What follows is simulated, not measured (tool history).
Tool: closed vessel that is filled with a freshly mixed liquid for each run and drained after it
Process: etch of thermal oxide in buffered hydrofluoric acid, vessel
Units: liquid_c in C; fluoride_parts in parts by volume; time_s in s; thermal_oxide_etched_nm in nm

{"run": 1, "hour": 0.0, "liquid_c": 23, "fluoride_parts": 22.5, "time_s": 100, "thermal_oxide_etched_nm": 47.229}
{"run": 2, "hour": 0.8, "liquid_c": 23, "fluoride_parts": 16.0, "time_s": 100, "thermal_oxide_etched_nm": 65.052}
{"run": 3, "hour": 8.9, "liquid_c": 24, "fluoride_parts": 16.0, "time_s": 100, "thermal_oxide_etched_nm": 67.123}
{"run": 4, "hour": 12.2, "liquid_c": 21, "fluoride_parts": 16.0, "time_s": 100, "thermal_oxide_etched_nm": 57.876}
{"run": 5, "hour": 19.2, "liquid_c": 22, "fluoride_parts": 15.5, "time_s": 100, "thermal_oxide_etched_nm": 63.889}
{"run": 6, "hour": 23.0, "liquid_c": 23, "fluoride_parts": 15.0, "time_s": 100, "thermal_oxide_etched_nm": 68.847}

Forecast run 7:
{"run": 7, "hour": 28.5, "liquid_c": 27, "fluoride_parts": 14.0, "time_s": 100, "thermal_oxide_etched_nm": "?"}

thermal_oxide_etched_nm: 92.571 nm
